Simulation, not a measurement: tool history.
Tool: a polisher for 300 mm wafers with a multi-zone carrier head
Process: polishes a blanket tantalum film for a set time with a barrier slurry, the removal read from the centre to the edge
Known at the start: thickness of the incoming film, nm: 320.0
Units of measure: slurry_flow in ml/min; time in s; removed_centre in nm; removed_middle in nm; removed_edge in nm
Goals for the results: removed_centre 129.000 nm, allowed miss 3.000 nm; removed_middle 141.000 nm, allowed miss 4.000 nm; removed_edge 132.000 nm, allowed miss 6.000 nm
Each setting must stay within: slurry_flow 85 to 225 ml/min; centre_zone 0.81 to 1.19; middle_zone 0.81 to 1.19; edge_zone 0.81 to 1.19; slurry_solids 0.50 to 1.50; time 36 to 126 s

run,day,slurry_flow,centre_zone,middle_zone,edge_zone,slurry_solids,time,removed_centre,removed_middle,removed_edge
1,0.000,145,1.00,1.00,1.00,1.00,81,85.037,87.225,83.078
2,0.167,145,1.00,1.00,1.00,0.90,81,81.896,83.651,82.544
3,0.425,145,1.00,0.93,1.00,0.90,81,81.806,79.005,80.976
4,0.629,145,1.00,0.93,1.00,1.00,81,85.215,81.678,83.813
5,0.842,145,1.00,0.93,1.00,1.00,64,67.926,64.506,66.452
6,0.933,150,1.00,0.95,1.03,1.10,69,75.493,73.414,75.568
7,1.171,150,1.00,0.95,1.03,1.10,69,74.954,73.876,75.725
8,1.471,160,1.02,0.98,1.05,1.15,72,81.972,80.627,79.203
9,1.512,155,1.02,0.99,1.07,1.20,77,88.363,88.154,86.112
10,1.742,155,1.02,1.00,1.09,1.25,81,93.645,94.077,93.610
11,1.821,155,1.02,1.02,1.10,1.30,84,98.383,100.490,95.941
12,2.100,160,1.01,1.02,1.11,1.35,87,103.470,105.300,102.350
13,2.333,160,1.01,1.03,1.12,1.35,90,105.040,110.350,108.100
14,2.371,165,1.01,1.04,1.13,1.35,91,107.070,112.390,108.370
15,2.446,165,1.01,1.05,1.14,1.35,93,110.290,116.360,111.330
16,2.738,165,1.01,1.06,1.15,1.35,95,112.670,119.210,111.960
17,3.062,205,0.97,1.06,1.19,1.50,103,124.740,134.700,127.000
# day 3.275: edge zone pressure recalibrated
18,3.275,200,0.97,1.06,1.19,1.50,103,122.700,135.550,131.910

Below are 5 possible settings for the next run. Only one of them brings all results inside the allowed miss of their targets. Which is it?
A,3.488,205,0.99,1.09,1.15,1.45,105,?,?,?
B,3.488,190,0.95,0.97,1.19,1.50,102,?,?,?
C,3.488,200,1.01,0.96,1.19,1.50,104,?,?,?
D,3.488,215,1.00,0.99,1.10,1.35,108,?,?,?
E,3.488,185,0.95,1.17,1.17,1.50,101,?,?,?

move,removed_centre,removed_middle,removed_edge
A,128.240,139.020,131.190
B,119.080,122.160,129.060
C,130.060,124.220,132.220
D,131.700,130.250,131.680
E,117.630,141.440,126.500
A: all results land within tolerance of their targets
B: moves away from the targets compared with the last run
C: the furthest-off result lands on target, but another misses its tolerance
D: the furthest-off result lands on target, but another misses its tolerance
E: moves away from the targets compared with the last run
The right move is A.
